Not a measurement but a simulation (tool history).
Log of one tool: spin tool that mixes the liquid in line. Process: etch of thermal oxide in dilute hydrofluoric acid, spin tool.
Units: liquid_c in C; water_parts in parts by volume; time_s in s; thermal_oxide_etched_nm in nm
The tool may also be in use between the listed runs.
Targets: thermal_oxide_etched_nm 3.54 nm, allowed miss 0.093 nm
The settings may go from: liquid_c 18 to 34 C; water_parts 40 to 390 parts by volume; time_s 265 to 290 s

run 1 hour=0 | liquid_c=26 water_parts=215 time_s=265 | thermal_oxide_etched_nm=6.3023
run 2 hour=3.7 | liquid_c=23.5 water_parts=235 time_s=265 | thermal_oxide_etched_nm=5.1205
run 3 hour=9 | liquid_c=22 water_parts=245 time_s=265 | thermal_oxide_etched_nm=4.6191
run 4 hour=18 | liquid_c=22 water_parts=200 time_s=265 | thermal_oxide_etched_nm=5.8531
run 5 hour=18.7 | liquid_c=22 water_parts=200 time_s=265 | thermal_oxide_etched_nm=5.9048
run 6 hour=24.2 | liquid_c=21 water_parts=225 time_s=265 | thermal_oxide_etched_nm=4.9125
run 7 hour=30.4 | liquid_c=20 water_parts=240 time_s=265 | thermal_oxide_etched_nm=4.3561
run 8 hour=37.3 | liquid_c=19.5 water_parts=250 time_s=265 | thermal_oxide_etched_nm=4.0748

5 next moves are on the table. One of them brings every result within its allowed miss. Which?
run A hour=44.2 | liquid_c=19 water_parts=265 time_s=265 | thermal_oxide_etched_nm=?
run B hour=44.2 | liquid_c=22 water_parts=315 time_s=270 | thermal_oxide_etched_nm=?
run C hour=44.2 | liquid_c=20 water_parts=275 time_s=265 | thermal_oxide_etched_nm=?
run D hour=44.2 | liquid_c=21.5 water_parts=295 time_s=265 | thermal_oxide_etched_nm=?
run E hour=44.2 | liquid_c=21.5 water_parts=310 time_s=265 | thermal_oxide_etched_nm=?

move=A thermal_oxide_etched_nm=3.7341
move=B thermal_oxide_etched_nm=3.412
move=C thermal_oxide_etched_nm=3.7015
move=D thermal_oxide_etched_nm=3.5782
move=E thermal_oxide_etched_nm=3.3584
A: nearer than the last run, and not there yet
B: takes the result that was furthest off past its target
C: nearer than the last run, and not there yet
D: meets every target
E: takes the result that was furthest off past its target
Move D is the one to make.
